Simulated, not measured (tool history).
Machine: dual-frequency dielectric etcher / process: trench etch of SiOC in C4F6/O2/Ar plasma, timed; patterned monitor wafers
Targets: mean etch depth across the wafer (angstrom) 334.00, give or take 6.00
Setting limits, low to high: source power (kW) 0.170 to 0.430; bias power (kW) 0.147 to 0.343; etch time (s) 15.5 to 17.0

run  hour  source power (kW)  bias power (kW)  etch time (s)  mean etch depth across the wafer (angstrom)
  1   0.0              0.300            0.245           17.0                                       369.73
  2   5.5              0.280            0.242           17.0                                       356.23
  3  13.0              0.310            0.242           17.0                                       375.08
  4  16.7              0.290            0.240           17.0                                       361.75
  5  17.3              0.330            0.240           17.0                                       382.86
  6  24.0              0.330            0.255           17.0                                       393.25
  7  31.0              0.270            0.240           17.0                                       351.95
  8  33.8              0.260            0.239           17.0                                       343.72

Which single option among these 4 for the next run brings every result within its allowed miss of target? Just one does.
  A  36.6              0.260            0.254           16.0                                            ?
  B  36.6              0.290            0.242           16.5                                            ?
  C  36.6              0.290            0.254           16.5                                            ?
  D  36.6              0.280            0.248           17.0                                            ?

move  mean etch depth across the wafer (angstrom)
   A                                       331.18
   B                                       350.96
   C                                       358.74
   D                                       359.93
A: every result within its allowed miss
B: its largest miss is bigger than the last run's
C: its largest miss is bigger than the last run's
D: its largest miss is bigger than the last run's
Move A is the one to make.
